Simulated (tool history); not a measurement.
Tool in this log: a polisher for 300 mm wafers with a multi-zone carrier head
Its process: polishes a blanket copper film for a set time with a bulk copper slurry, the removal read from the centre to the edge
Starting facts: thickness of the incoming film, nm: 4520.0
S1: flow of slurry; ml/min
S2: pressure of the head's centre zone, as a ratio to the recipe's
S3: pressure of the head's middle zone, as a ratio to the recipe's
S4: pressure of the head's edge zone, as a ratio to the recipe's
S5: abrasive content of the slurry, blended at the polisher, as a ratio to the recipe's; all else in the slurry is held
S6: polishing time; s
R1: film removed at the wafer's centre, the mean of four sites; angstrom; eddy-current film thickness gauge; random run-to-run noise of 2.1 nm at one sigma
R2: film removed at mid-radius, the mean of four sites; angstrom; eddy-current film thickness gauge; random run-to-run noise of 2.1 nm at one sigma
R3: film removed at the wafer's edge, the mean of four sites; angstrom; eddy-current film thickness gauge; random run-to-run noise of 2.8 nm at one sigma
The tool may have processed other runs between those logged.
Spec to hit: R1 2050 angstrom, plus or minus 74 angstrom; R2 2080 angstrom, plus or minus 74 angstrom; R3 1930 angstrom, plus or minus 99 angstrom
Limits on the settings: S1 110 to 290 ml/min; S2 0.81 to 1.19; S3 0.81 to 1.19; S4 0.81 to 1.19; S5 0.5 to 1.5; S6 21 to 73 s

run 1 day=0 | S1=185 S2=1 S3=1 S4=1 S5=1 S6=47 | R1=2916.9 R2=3065.5 R3=2930.6
run 2 day=0.138 | S1=185 S2=1 S3=0.99 S4=0.98 S5=0.95 S6=46 | R1=2818.1 R2=2969.9 R3=2861
run 3 day=0.292 | S1=185 S2=1 S3=0.99 S4=0.94 S5=0.95 S6=46 | R1=2798.5 R2=2986 R3=2831.7
run 4 day=0.65 | S1=185 S2=1.01 S3=0.99 S4=0.94 S5=0.9 S6=44 | R1=2698 R2=2802.8 R3=2699.8
run 5 day=0.825 | S1=185 S2=1.02 S3=1 S4=0.93 S5=0.85 S6=42 | R1=2529.9 R2=2670.2 R3=2436.3
run 6 day=0.921 | S1=180 S2=1.02 S3=0.99 S4=0.93 S5=0.8 S6=41 | R1=2432 R2=2557.3 R3=2442.2
run 7 day=1.075 | S1=180 S2=1.03 S3=0.99 S4=0.93 S5=0.75 S6=40 | R1=2419.2 R2=2484.9 R3=2352.7
run 8 day=1.15 | S1=180 S2=1.03 S3=0.99 S4=0.93 S5=0.7 S6=39 | R1=2294 R2=2343 R3=2233
run 9 day=1.217 | S1=180 S2=1.04 S3=1 S4=0.91 S5=0.6 S6=37 | R1=2161.8 R2=2190.2 R3=2090.7

Next run, 5 choices. One meets every target within its allowed miss, the rest don't. Which?
run A day=1.283 | S1=155 S2=1.15 S3=0.98 S4=0.99 S5=0.55 S6=37 | R1=? R2=? R3=?
run B day=1.283 | S1=165 S2=0.92 S3=0.87 S4=0.99 S5=0.5 S6=40 | R1=? R2=? R3=?
run C day=1.283 | S1=140 S2=1.19 S3=1.06 S4=0.85 S5=0.5 S6=38 | R1=? R2=? R3=?
run D day=1.283 | S1=170 S2=1.06 S3=0.99 S4=0.89 S5=0.6 S6=35 | R1=? R2=? R3=?
run E day=1.283 | S1=195 S2=1.05 S3=1.11 S4=0.86 S5=0.65 S6=34 | R1=? R2=? R3=?

move=A R1=2209.4 R2=2093.6 R3=2079.7
move=B R1=2021.9 R2=2049.2 R3=2241.5
move=C R1=2241 R2=2215.9 R3=1929.6
move=D R1=2031.7 R2=2061.8 R3=1921
move=E R1=2039.2 R2=2288.8 R3=1889.6
A: moves away from the targets compared with the last run
B: moves away from the targets compared with the last run
C: the furthest-off result lands on target, but another misses its tolerance
D: hits every target within its allowed miss
E: the furthest-off result lands on target, but another misses its tolerance
The right move is D.

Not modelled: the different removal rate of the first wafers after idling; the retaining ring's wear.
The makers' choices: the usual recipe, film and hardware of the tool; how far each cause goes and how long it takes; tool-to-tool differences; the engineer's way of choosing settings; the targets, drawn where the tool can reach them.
